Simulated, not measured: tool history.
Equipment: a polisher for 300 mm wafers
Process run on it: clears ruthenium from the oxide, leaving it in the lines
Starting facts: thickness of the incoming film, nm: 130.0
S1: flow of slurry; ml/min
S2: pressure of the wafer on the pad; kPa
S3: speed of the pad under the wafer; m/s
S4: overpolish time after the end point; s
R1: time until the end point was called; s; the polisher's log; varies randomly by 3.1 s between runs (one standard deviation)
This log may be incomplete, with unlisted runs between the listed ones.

| run | day | S1 | S2 | S3 | S4 | R1 |
|---|---|---|---|---|---|---|
| 1 | 0.000 | 125 | 11.0 | 1.12 | 6 | 157.02 |
| 2 | 0.112 | 125 | 10.3 | 1.12 | 6 | 165.67 |
| 3 | 0.412 | 125 | 10.3 | 1.12 | 6 | 168.46 |
| 4 | 0.471 | 125 | 10.3 | 1.28 | 6 | 146.39 |
| 5 | 0.825 | 125 | 10.3 | 1.28 | 6 | 144.42 |
| 6 | 1.071 | 125 | 11.7 | 1.28 | 6 | 132.47 |

What does the tool deliver on the next run?
| 7 | 1.158 | 110 | 8.3 | 1.12 | 6 | ? |

Run 7 measured R1 208.67 s.

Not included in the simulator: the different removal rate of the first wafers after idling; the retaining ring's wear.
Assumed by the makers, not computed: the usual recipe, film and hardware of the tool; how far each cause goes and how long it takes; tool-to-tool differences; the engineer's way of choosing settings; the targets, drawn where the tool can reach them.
